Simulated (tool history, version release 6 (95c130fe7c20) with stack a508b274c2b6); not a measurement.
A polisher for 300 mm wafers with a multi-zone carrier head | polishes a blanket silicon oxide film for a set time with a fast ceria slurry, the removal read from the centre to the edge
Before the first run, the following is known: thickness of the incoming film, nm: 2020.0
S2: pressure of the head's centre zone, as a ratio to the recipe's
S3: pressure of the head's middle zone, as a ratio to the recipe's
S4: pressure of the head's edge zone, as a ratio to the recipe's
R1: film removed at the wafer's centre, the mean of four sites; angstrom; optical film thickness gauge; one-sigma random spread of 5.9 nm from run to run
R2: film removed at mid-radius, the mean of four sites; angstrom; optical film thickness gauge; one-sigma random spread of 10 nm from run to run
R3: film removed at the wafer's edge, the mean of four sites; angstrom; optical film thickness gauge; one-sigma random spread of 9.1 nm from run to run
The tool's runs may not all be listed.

Run 1, hour 0.0: flow of slurry (ml/min) 155, S2 1.00, S3 1.00, S4 1.00, polishing time (s) 50. Result: R1 7415.4 angstrom, R2 7244.0 angstrom, R3 7544.6 angstrom.
Run 2, hour 3.4: flow of slurry (ml/min) 155, S2 1.00, S3 1.07, S4 1.00, polishing time (s) 50. Result: R1 7587.0 angstrom, R2 7844.4 angstrom, R3 7353.6 angstrom.
Run 3, hour 11.7: flow of slurry (ml/min) 155, S2 1.03, S3 1.07, S4 1.00, polishing time (s) 50. Result: R1 7699.5 angstrom, R2 7957.4 angstrom, R3 7475.5 angstrom.
Run 4, hour 18.6: flow of slurry (ml/min) 155, S2 1.03, S3 1.04, S4 1.00, polishing time (s) 50. Result: R1 7623.3 angstrom, R2 7796.9 angstrom, R3 7477.1 angstrom.
Run 5, hour 22.5: flow of slurry (ml/min) 155, S2 1.03, S3 1.04, S4 0.94, polishing time (s) 50. Result: R1 7593.9 angstrom, R2 7720.2 angstrom, R3 7178.4 angstrom.
Run 6, hour 30.1: flow of slurry (ml/min) 165, S2 1.01, S3 1.05, S4 1.00, polishing time (s) 50. Result: R1 7740.1 angstrom, R2 7920.2 angstrom, R3 7557.4 angstrom.
Run 7, hour 38.6: flow of slurry (ml/min) 170, S2 1.00, S3 1.05, S4 1.04, polishing time (s) 50. Result: R1 7601.5 angstrom, R2 7921.6 angstrom, R3 7614.0 angstrom.

Forecast run 8:
Run 8, hour 43.4: flow of slurry (ml/min) 175, S2 1.00, S3 1.04, S4 1.08, polishing time (s) 51. Result: R1 ?, R2 ?, R3 ?.

{"run 8": {"R1": 7884.2, "R2": 7919.0, "R3": 8008.8}}
